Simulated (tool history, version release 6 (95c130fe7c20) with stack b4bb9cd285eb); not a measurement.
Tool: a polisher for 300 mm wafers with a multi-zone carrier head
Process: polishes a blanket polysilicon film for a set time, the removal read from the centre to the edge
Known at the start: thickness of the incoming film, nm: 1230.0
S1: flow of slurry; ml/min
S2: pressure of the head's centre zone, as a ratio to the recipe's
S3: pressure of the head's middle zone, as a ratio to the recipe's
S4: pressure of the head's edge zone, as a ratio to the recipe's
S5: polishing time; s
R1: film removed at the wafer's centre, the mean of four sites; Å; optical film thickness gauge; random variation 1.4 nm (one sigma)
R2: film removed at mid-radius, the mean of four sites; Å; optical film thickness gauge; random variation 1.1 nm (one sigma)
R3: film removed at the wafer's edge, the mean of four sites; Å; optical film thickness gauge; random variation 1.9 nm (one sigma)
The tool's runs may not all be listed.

Run 1, hour 0.0: S1 285 ml/min, S2 1.00, S3 1.00, S4 1.00, S5 44 s. Result: R1 3007.6 Å, R2 2996.6 Å, R3 2842.0 Å.
Run 2, hour 8.1: S1 275 ml/min, S2 0.96, S3 0.98, S4 0.97, S5 40 s. Result: R1 2672.7 Å, R2 2699.0 Å, R3 2596.8 Å.
Run 3, hour 12.0: S1 275 ml/min, S2 0.96, S3 0.98, S4 0.97, S5 46 s. Result: R1 3058.1 Å, R2 3082.9 Å, R3 2961.8 Å.
Run 4, hour 17.2: S1 270 ml/min, S2 0.93, S3 0.97, S4 0.95, S5 41 s. Result: R1 2658.4 Å, R2 2694.2 Å, R3 2665.7 Å.
Run 5, hour 19.9: S1 270 ml/min, S2 0.93, S3 0.97, S4 1.02, S5 41 s. Result: R1 2647.4 Å, R2 2699.5 Å, R3 2758.0 Å.
Run 6, hour 23.3: S1 270 ml/min, S2 0.89, S3 0.97, S4 1.02, S5 41 s. Result: R1 2603.6 Å, R2 2672.2 Å, R3 2748.5 Å.
Run 7, hour 27.6: S1 265 ml/min, S2 0.88, S3 0.98, S4 0.99, S5 37 s. Result: R1 2284.9 Å, R2 2427.2 Å, R3 2403.9 Å.
Run 8, hour 30.1: S1 255 ml/min, S2 0.87, S3 0.97, S4 0.96, S5 35 s. Result: R1 2185.8 Å, R2 2288.3 Å, R3 2222.0 Å.
Run 9, hour 34.9: S1 225 ml/min, S2 0.81, S3 0.97, S4 0.95, S5 25 s. Result: R1 1451.7 Å, R2 1610.7 Å, R3 1611.5 Å.

The next listed run, before its measurement:
Run 10, hour 40.6: S1 260 ml/min, S2 0.82, S3 0.97, S4 0.95, S5 25 s. Result: R1 ?, R2 ?, R3 ?.

R1: 1463.3 Å
R2: 1633.3 Å
R3: 1593.2 Å
